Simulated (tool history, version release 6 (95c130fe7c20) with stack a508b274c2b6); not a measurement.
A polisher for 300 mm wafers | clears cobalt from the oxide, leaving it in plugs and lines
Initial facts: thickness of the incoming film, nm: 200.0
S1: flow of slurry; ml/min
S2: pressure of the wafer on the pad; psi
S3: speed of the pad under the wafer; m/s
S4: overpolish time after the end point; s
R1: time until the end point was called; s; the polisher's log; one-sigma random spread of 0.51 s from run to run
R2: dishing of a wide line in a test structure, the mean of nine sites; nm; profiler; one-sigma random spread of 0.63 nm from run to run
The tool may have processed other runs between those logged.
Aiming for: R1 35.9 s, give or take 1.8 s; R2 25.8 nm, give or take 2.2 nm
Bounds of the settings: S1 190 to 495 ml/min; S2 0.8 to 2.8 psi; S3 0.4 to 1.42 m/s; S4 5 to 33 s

Run 1, hour 0: S1 320 ml/min, S2 1.8 psi, S3 0.9 m/s, S4 17 s. Result: R1 43.33 s, R2 37.124 nm.
Run 2, hour 0.8: S1 320 ml/min, S2 1.5 psi, S3 0.9 m/s, S4 17 s. Result: R1 50.66 s, R2 35.097 nm.
Run 3, hour 8.5: S1 275 ml/min, S2 1.5 psi, S3 0.9 m/s, S4 17 s. Result: R1 51.77 s, R2 33.208 nm.
Run 4, hour 14.7: S1 265 ml/min, S2 1.6 psi, S3 0.92 m/s, S4 15 s. Result: R1 48.596 s, R2 33.72 nm.
Run 5, hour 17.4: S1 265 ml/min, S2 1.3 psi, S3 0.92 m/s, S4 15 s. Result: R1 59.815 s, R2 30.961 nm.
Run 6, hour 18.2: S1 255 ml/min, S2 1.4 psi, S3 0.92 m/s, S4 14 s. Result: R1 55.373 s, R2 29.69 nm.
Run 7, hour 24.1: S1 245 ml/min, S2 1.5 psi, S3 0.92 m/s, S4 13 s. Result: R1 52.996 s, R2 31.04 nm.
Run 8, hour 25.8: S1 235 ml/min, S2 1.5 psi, S3 0.96 m/s, S4 12 s. Result: R1 50.192 s, R2 27.937 nm.
Run 9, hour 28.1: S1 235 ml/min, S2 1.6 psi, S3 0.96 m/s, S4 11 s. Result: R1 47.151 s, R2 27.424 nm.
Run 10, hour 35.6: S1 235 ml/min, S2 2.1 psi, S3 0.98 m/s, S4 5 s. Result: R1 35.767 s, R2 20.46 nm.
Run 11, hour 41.7: S1 235 ml/min, S2 2.1 psi, S3 0.98 m/s, S4 6 s. Result: R1 35.64 s, R2 23.504 nm.

Next run, 5 choices. One meets every target within its allowed miss, the rest don't. Which?
Run A, hour 47.8: S1 235 ml/min, S2 2 psi, S3 0.98 m/s, S4 5 s. Result: R1 ?, R2 ?.
Run B, hour 47.8: S1 280 ml/min, S2 2 psi, S3 1 m/s, S4 5 s. Result: R1 ?, R2 ?.
Run C, hour 47.8: S1 235 ml/min, S2 2.2 psi, S3 0.94 m/s, S4 5 s. Result: R1 ?, R2 ?.
Run D, hour 47.8: S1 195 ml/min, S2 2.4 psi, S3 0.86 m/s, S4 7 s. Result: R1 ?, R2 ?.
Run E, hour 47.8: S1 225 ml/min, S2 2 psi, S3 1 m/s, S4 10 s. Result: R1 ?, R2 ?.

move      R1      R2
   A  37.069  19.092
   B  35.604  19.656
   C  35.179  19.823
   D  36.199  24.392
   E   36.56  29.741
A: moves away from the targets compared with the last run
B: moves away from the targets compared with the last run
C: moves away from the targets compared with the last run
D: each result inside its tolerance
E: takes the result that was furthest off past its target
Correct choice: D, which meets every target
